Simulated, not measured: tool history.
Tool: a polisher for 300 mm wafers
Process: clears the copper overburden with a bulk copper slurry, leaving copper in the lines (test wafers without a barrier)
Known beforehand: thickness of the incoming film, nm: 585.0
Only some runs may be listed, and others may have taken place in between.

run,day,flow of slurry (ml/min),pressure of the wafer on the pad (psi),speed of the pad under the wafer (m/s),abrasive content of the slurry,overpolish time after the end point (s),time until the end point was called (s),dishing of a wide line in a test structure (angstrom)
1,0.000,205,2.0,1.24,1.0,10,85.165,440.43
2,0.154,205,2.0,1.44,1.0,10,74.410,471.71
3,0.329,205,1.8,1.42,1.0,10,82.916,460.15
4,0.604,205,2.3,1.42,1.0,10,64.075,528.71
5,0.971,205,2.3,1.16,1.0,10,77.111,449.92
6,1.338,205,2.1,1.16,1.0,9,84.426,422.83

For run 7, what comes out?
7,1.562,205,2.0,1.16,1.0,8,?,?

time until the end point was called (s): 88.259
dishing of a wide line in a test structure (angstrom): 361.47

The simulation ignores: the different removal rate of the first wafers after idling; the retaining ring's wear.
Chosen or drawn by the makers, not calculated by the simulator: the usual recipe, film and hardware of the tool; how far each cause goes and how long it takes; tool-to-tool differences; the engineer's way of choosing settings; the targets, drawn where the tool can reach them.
